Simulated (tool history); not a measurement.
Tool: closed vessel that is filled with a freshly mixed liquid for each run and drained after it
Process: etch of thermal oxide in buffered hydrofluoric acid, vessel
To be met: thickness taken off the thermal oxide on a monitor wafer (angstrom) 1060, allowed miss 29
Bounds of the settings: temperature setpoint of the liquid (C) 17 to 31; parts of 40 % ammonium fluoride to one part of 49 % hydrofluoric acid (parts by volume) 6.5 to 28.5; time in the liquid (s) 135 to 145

| run | hour | temperature setpoint of the liquid (C) | parts of 40 % ammonium fluoride to one part of 49 % hydrofluoric acid (parts by volume) | time in the liquid (s) | thickness taken off the thermal oxide on a monitor wafer (angstrom) |
|---|---|---|---|---|---|
| 1 | 0 | 23 | 17.5 | 135 | 895.31 |
| 2 | 0.7 | 19.5 | 17.5 | 135 | 748.18 |
| 3 | 1.3 | 20.5 | 17.5 | 135 | 779.96 |
| 4 | 4.2 | 18.5 | 17.5 | 135 | 696.71 |
| 5 | 12 | 18.5 | 17.5 | 145 | 746.51 |
| 6 | 15.5 | 19 | 17.5 | 145 | 767.99 |
| 7 | 21.6 | 19.5 | 17.5 | 145 | 792.24 |
| 8 | 26.8 | 19.5 | 17.5 | 145 | 792.41 |
| 9 | 33.4 | 20 | 17.5 | 145 | 817.66 |
| 10 | 39 | 20.5 | 17.5 | 145 | 846.65 |
| 11 | 47.3 | 21 | 17.5 | 145 | 861.64 |
|  | 53.4 | thermometer replaced |
| 12 | 53.4 | 21.5 | 17.5 | 145 | 844.35 |
| 13 | 58.7 | 22 | 17.5 | 145 | 864.16 |
| 14 | 63.8 | 22.5 | 17.5 | 145 | 897.81 |

5 next moves are on the table. One of them brings every result within its allowed miss. Which?
| A | 68.9 | 25.5 | 15 | 140 | ? |
| B | 68.9 | 20 | 17.5 | 145 | ? |
| C | 68.9 | 22 | 18.5 | 140 | ? |
| D | 68.9 | 23 | 16.5 | 145 | ? |
| E | 68.9 | 23.5 | 15.5 | 145 | ? |

| move | thickness taken off the thermal oxide on a monitor wafer (angstrom) |
|---|---|
| A | 1172.2 |
| B | 770.44 |
| C | 787.26 |
| D | 964.53 |
| E | 1054.3 |
A: takes the result that was furthest off past its target
B: further off than the last run
C: further off than the last run
D: nearer than the last run, and not there yet
E: meets every target
Move E is the one to make.

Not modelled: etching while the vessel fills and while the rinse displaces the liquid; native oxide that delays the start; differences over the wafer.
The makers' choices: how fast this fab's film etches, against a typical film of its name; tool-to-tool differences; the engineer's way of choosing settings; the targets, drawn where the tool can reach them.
